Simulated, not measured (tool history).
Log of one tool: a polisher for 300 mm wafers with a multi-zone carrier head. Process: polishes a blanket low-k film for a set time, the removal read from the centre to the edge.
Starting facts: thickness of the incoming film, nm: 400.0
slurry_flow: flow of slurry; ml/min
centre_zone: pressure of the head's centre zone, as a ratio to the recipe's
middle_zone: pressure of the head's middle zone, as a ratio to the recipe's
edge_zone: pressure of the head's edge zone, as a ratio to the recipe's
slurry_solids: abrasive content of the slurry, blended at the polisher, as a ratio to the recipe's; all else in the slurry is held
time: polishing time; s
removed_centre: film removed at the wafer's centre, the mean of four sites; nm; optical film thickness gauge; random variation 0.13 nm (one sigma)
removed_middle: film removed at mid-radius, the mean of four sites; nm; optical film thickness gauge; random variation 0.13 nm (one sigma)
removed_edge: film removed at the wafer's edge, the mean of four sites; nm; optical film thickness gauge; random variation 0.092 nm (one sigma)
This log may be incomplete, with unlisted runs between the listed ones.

run  hour  slurry_flow  centre_zone  middle_zone  edge_zone  slurry_solids  time  removed_centre  removed_middle  removed_edge
  1   0.0          260         1.00         1.00       1.00           1.00    74          21.366          21.522        21.300
  2   3.3          245         0.97         0.94       1.02           0.85    69          17.357          17.317        18.197
  3  10.9          230         0.96         0.90       1.05           0.75    67          15.236          14.577        16.127
  4  19.2          215         0.94         0.87       1.07           0.70    67          13.594          13.523        15.572
  5  22.0          215         1.02         0.87       1.07           0.70    67          15.027          13.630        15.722
  6  28.6          240         1.02         0.87       1.07           0.70    67          15.394          13.484        15.773
  7  31.1          240         0.99         0.86       1.08           0.65    67          14.238          12.774        15.114
  8  34.3          205         0.90         0.81       1.09           0.55    67          10.853          10.405        12.787
  9  37.1          225         0.91         0.82       1.11           0.55    67          10.993          10.653        13.008
 10  44.4          225         0.93         0.82       1.12           0.55    67          11.634          10.639        13.166
 11  48.9          220         0.93         0.83       1.13           0.55    67          11.404          10.718        13.076
 12  56.8          270         0.94         0.83       1.19           0.60    67          12.575          11.794        15.161
 13  64.6          250         0.94         0.83       1.18           0.60    67          12.610          11.787        14.794

Expected results for the next run?
 14  72.4          230         0.94         0.82       1.17           0.60    67               ?               ?             ?

Logged for run 14: removed_centre 12.276 nm, removed_middle 11.264 nm, removed_edge 14.550 nm.

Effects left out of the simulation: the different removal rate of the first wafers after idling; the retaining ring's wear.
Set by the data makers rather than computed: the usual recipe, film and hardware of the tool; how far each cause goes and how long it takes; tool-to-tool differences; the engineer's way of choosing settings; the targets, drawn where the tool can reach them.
